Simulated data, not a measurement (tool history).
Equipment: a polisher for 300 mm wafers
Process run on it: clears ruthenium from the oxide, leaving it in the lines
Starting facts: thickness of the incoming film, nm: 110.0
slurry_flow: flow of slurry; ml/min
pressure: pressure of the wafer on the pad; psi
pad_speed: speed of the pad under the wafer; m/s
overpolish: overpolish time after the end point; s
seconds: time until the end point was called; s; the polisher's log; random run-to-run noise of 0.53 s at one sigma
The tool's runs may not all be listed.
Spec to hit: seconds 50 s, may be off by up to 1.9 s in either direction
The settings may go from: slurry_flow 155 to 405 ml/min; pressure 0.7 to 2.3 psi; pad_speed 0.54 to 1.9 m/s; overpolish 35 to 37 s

| run | day | slurry_flow | pressure | pad_speed | overpolish | seconds |
|---|---|---|---|---|---|---|
| 1 | 0 | 260 | 1.5 | 1.22 | 35 | 92.471 |
| 2 | 0.308 | 260 | 1.5 | 1.48 | 35 | 75.152 |
| 3 | 0.596 | 260 | 1.6 | 1.48 | 35 | 71.475 |
| 4 | 0.962 | 260 | 1.7 | 1.48 | 35 | 66.931 |
| 5 | 1.062 | 260 | 1.5 | 1.48 | 35 | 73.309 |
| 6 | 1.325 | 260 | 1.6 | 1.48 | 35 | 71.417 |
| 7 | 1.362 | 260 | 1.7 | 1.48 | 35 | 66.681 |
| 8 | 1.638 | 260 | 1.8 | 1.48 | 35 | 63.088 |
| 9 | 1.804 | 260 | 1.9 | 1.48 | 35 | 59.536 |
| 10 | 2.058 | 260 | 2 | 1.48 | 35 | 56.909 |
| 11 | 2.292 | 260 | 2.1 | 1.48 | 35 | 54.18 |
| 12 | 2.588 | 260 | 2.1 | 1.48 | 35 | 54.669 |

Which single option among these 5 for the next run brings every result within its allowed miss of target? Just one does.
| A | 2.883 | 245 | 2.3 | 1.66 | 35 | ? |
| B | 2.883 | 180 | 2.1 | 1.84 | 37 | ? |
| C | 2.883 | 155 | 1.9 | 1.5 | 37 | ? |
| D | 2.883 | 250 | 2.2 | 1.72 | 35 | ? |
| E | 2.883 | 285 | 2.3 | 1.44 | 35 | ? |

| move | seconds |
|---|---|
| A | 44.486 |
| B | 45.042 |
| C | 61.408 |
| D | 44.813 |
| E | 50.554 |
A: carries the result that was furthest off beyond its target, to the other side
B: carries the result that was furthest off beyond its target, to the other side
C: moves away from the targets compared with the last run
D: carries the result that was furthest off beyond its target, to the other side
E: in spec on every target
E is the move that brings every result within its allowed miss.

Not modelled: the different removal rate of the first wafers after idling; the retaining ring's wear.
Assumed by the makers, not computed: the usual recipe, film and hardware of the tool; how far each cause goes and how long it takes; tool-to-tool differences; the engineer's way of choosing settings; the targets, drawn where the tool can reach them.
